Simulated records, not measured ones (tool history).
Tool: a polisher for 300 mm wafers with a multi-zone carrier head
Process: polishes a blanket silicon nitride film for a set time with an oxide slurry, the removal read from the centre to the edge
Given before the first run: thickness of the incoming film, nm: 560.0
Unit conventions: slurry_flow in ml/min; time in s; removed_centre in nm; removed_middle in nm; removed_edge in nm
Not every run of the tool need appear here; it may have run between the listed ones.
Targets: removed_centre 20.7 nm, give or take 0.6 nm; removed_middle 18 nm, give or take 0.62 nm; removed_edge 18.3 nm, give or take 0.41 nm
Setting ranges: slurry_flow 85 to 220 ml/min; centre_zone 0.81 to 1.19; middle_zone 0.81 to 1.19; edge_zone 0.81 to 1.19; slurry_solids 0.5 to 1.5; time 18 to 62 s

Run 1, hour 0: slurry_flow 140 ml/min, centre_zone 1, middle_zone 1, edge_zone 1, slurry_solids 1, time 40 s. Result: removed_centre 23.35 nm, removed_middle 23.459 nm, removed_edge 23.435 nm.
Run 2, hour 3.1: slurry_flow 130 ml/min, centre_zone 1.02, middle_zone 0.97, edge_zone 0.95, slurry_solids 0.9, time 40 s. Result: removed_centre 22.127 nm, removed_middle 21.671 nm, removed_edge 21.25 nm.
Run 3, hour 9.2: slurry_flow 130 ml/min, centre_zone 1.02, middle_zone 0.97, edge_zone 0.95, slurry_solids 1, time 40 s. Result: removed_centre 23.404 nm, removed_middle 22.857 nm, removed_edge 22.502 nm.
Run 4, hour 13.9: slurry_flow 120 ml/min, centre_zone 1.03, middle_zone 0.93, edge_zone 0.92, slurry_solids 0.95, time 40 s. Result: removed_centre 22.491 nm, removed_middle 21.616 nm, removed_edge 21.239 nm.
Run 5, hour 17.7: slurry_flow 120 ml/min, centre_zone 1.03, middle_zone 0.93, edge_zone 0.85, slurry_solids 0.95, time 40 s. Result: removed_centre 22.649 nm, removed_middle 21.486 nm, removed_edge 20.429 nm.
Run 6, hour 20: slurry_flow 120 ml/min, centre_zone 1.03, middle_zone 0.85, edge_zone 0.85, slurry_solids 0.95, time 40 s. Result: removed_centre 22.289 nm, removed_middle 20.564 nm, removed_edge 20.442 nm.
Run 7, hour 26: slurry_flow 115 ml/min, centre_zone 1.04, middle_zone 0.84, edge_zone 0.85, slurry_solids 0.9, time 40 s. Result: removed_centre 21.852 nm, removed_middle 19.199 nm, removed_edge 20.011 nm.
Run 8, hour 28.2: slurry_flow 110 ml/min, centre_zone 1.05, middle_zone 0.85, edge_zone 0.84, slurry_solids 0.85, time 40 s. Result: removed_centre 20.866 nm, removed_middle 19.024 nm, removed_edge 19.072 nm.
Run 9, hour 34.7: slurry_flow 105 ml/min, centre_zone 1.06, middle_zone 0.84, edge_zone 0.83, slurry_solids 0.85, time 40 s. Result: removed_centre 20.933 nm, removed_middle 18.721 nm, removed_edge 18.698 nm.

Exactly one of the 5 candidate moves below puts every result within its allowed miss. Which one?
Run A, hour 41.2: slurry_flow 85 ml/min, centre_zone 1.09, middle_zone 1, edge_zone 0.81, slurry_solids 0.8, time 42 s. Result: removed_centre ?, removed_middle ?, removed_edge ?.
Run B, hour 41.2: slurry_flow 125 ml/min, centre_zone 1.07, middle_zone 0.83, edge_zone 0.86, slurry_solids 0.75, time 40 s. Result: removed_centre ?, removed_middle ?, removed_edge ?.
Run C, hour 41.2: slurry_flow 85 ml/min, centre_zone 1.07, middle_zone 0.92, edge_zone 0.81, slurry_solids 0.65, time 49 s. Result: removed_centre ?, removed_middle ?, removed_edge ?.
Run D, hour 41.2: slurry_flow 100 ml/min, centre_zone 1.07, middle_zone 0.81, edge_zone 0.93, slurry_solids 0.9, time 38 s. Result: removed_centre ?, removed_middle ?, removed_edge ?.
Run E, hour 41.2: slurry_flow 110 ml/min, centre_zone 1.02, middle_zone 0.81, edge_zone 0.87, slurry_solids 0.8, time 39 s. Result: removed_centre ?, removed_middle ?, removed_edge ?.

move  removed_centre  removed_middle  removed_edge
   A          20.183          19.676         18.17
   B           20.91          18.487         18.64
   C          20.649          19.613         18.96
   D          20.281          17.879        19.291
   E          19.328          17.808         18.46
A: the biggest miss grows against the last run
B: hits every target within its allowed miss
C: the biggest miss grows against the last run
D: puts the biggest miss on target and leaves a different result outside tolerance
E: puts the biggest miss on target and leaves a different result outside tolerance
Correct choice: B, which meets every target
